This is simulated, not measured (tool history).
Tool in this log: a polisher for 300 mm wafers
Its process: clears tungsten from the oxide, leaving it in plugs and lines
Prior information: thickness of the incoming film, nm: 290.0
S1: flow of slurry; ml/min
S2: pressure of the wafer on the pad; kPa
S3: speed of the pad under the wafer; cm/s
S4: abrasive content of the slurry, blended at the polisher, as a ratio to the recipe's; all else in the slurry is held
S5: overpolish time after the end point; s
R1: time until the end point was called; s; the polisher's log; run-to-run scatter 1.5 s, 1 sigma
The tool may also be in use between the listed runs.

{"run": 1, "hour": 0.0, "S1": 295, "S2": 18.6, "S3": 104, "S4": 1, "S5": 33, "R1": 91.327}
{"run": 2, "hour": 8.9, "S1": 295, "S2": 18.6, "S3": 104, "S4": 1, "S5": 36, "R1": 92.371}
{"run": 3, "hour": 16.2, "S1": 295, "S2": 16.5, "S3": 104, "S4": 1, "S5": 36, "R1": 104.73}
{"run": 4, "hour": 21.3, "S1": 295, "S2": 15.2, "S3": 104, "S4": 1, "S5": 36, "R1": 112.57}
{"run": 5, "hour": 27.0, "S1": 295, "S2": 17.2, "S3": 104, "S4": 1, "S5": 36, "R1": 98.645}
{"run": 6, "hour": 36.0, "S1": 295, "S2": 17.2, "S3": 90, "S4": 1, "S5": 36, "R1": 115.03}
{"run": 7, "hour": 43.2, "S1": 295, "S2": 15.9, "S3": 90, "S4": 1, "S5": 36, "R1": 123.74}

Run 8 is up next; what results do you expect?
{"run": 8, "hour": 45.4, "S1": 295, "S2": 15.9, "S3": 90, "S4": 1, "S5": 36, "R1": "?"}

{"run 8": {"R1": 122}}

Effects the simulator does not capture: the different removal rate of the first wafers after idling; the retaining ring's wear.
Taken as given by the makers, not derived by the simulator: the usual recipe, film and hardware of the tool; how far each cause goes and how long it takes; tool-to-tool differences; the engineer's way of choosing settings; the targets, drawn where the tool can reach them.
